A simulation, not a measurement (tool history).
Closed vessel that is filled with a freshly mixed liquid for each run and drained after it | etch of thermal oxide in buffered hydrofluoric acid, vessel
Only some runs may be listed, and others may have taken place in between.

run,day,temperature setpoint of the liquid (K),parts of 40 % ammonium fluoride to one part of 49 % hydrofluoric acid (parts by volume),time in the liquid (s),thickness taken off the thermal oxide on a monitor wafer (nm)
1,0.000,297.15,19.0,140,84.779
2,0.338,298.65,18.0,140,97.378
3,0.704,302.15,18.0,140,117.670
4,0.896,302.65,17.5,140,124.600
5,0.962,303.15,17.0,140,131.530
6,1.158,303.65,16.5,140,139.310

What does the tool deliver on the next run?
7,1.446,304.15,16.0,140,?

thickness taken off the thermal oxide on a monitor wafer (nm): 147.920
